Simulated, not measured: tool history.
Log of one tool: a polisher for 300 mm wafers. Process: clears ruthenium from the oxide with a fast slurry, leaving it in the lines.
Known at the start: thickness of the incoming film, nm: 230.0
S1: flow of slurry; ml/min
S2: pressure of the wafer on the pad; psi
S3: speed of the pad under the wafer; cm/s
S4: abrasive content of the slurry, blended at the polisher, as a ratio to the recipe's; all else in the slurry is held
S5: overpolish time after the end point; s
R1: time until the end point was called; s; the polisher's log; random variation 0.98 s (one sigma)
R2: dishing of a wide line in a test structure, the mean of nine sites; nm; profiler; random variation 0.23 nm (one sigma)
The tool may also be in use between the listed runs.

run  hour   S1   S2   S3    S4  S5      R1      R2
  1   0.0  210  2.0   94  1.00  21  80.628  44.619
  2   5.9  210  2.0   94  1.00  19  80.252  41.788
  3  11.5  210  2.0   94  1.00  17  78.310  37.606
  4  17.3  230  2.0   94  1.00  17  79.685  38.527
  5  23.9  230  2.0  110  1.00  17  66.802  43.477
  6  28.6  215  1.9  114  0.95  16  71.654  39.382
     31.8  -- worn pad replaced by a new one
  7  31.8  165  1.8  122  0.70   6  76.205  15.279
  8  36.6  170  1.8  122  0.70   6  77.510  15.048
  9  38.0  175  1.8  122  0.70   6  75.101  15.217
 10  46.8  185  1.8  122  0.70   6  76.508  15.538
 11  52.3  185  1.8  122  0.70   6  77.685  15.498

Run 12 comes next. What will it give?
 12  61.2  190  2.0  124  0.65   6   ?   ?

Run 12 gave R1 68.227 s, R2 16.922 nm.
